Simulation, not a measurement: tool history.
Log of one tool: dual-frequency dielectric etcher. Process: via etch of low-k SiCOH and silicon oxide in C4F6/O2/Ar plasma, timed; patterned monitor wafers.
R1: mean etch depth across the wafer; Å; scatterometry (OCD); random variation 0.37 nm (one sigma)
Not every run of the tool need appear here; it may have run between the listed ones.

{"run": 1, "hour": 0.0, "source power (kW)": 0.31, "bias power (kW)": 0.235, "etch time (s)": 43.5, "R1": 1237.7}
{"run": 2, "hour": 1.7, "source power (kW)": 0.26, "bias power (kW)": 0.235, "etch time (s)": 43.5, "R1": 1155}
{"run": 3, "hour": 2.7, "source power (kW)": 0.3, "bias power (kW)": 0.235, "etch time (s)": 43.5, "R1": 1220.5}
{"run": 4, "hour": 10.6, "source power (kW)": 0.3, "bias power (kW)": 0.235, "etch time (s)": 40, "R1": 1121.2}
{"run": 5, "hour": 18.0, "source power (kW)": 0.3, "bias power (kW)": 0.235, "etch time (s)": 40, "R1": 1129.6}
{"run": 6, "hour": 25.2, "source power (kW)": 0.34, "bias power (kW)": 0.254, "etch time (s)": 40.5, "R1": 1227.9}
{"run": 7, "hour": 27.1, "source power (kW)": 0.37, "bias power (kW)": 0.268, "etch time (s)": 41, "R1": 1302.7}
{"run": 8, "hour": 29.6, "source power (kW)": 0.39, "bias power (kW)": 0.276, "etch time (s)": 41, "R1": 1347.6}
{"run": 9, "hour": 37.1, "source power (kW)": 0.4, "bias power (kW)": 0.28, "etch time (s)": 41, "R1": 1361.1}
{"run": 10, "hour": 40.0, "source power (kW)": 0.41, "bias power (kW)": 0.285, "etch time (s)": 41, "R1": 1387.9}

Run 11 comes next. What will it give?
{"run": 11, "hour": 41.5, "source power (kW)": 0.42, "bias power (kW)": 0.287, "etch time (s)": 41, "R1": "?"}

Run 11 yielded R1 1403.2 Å.
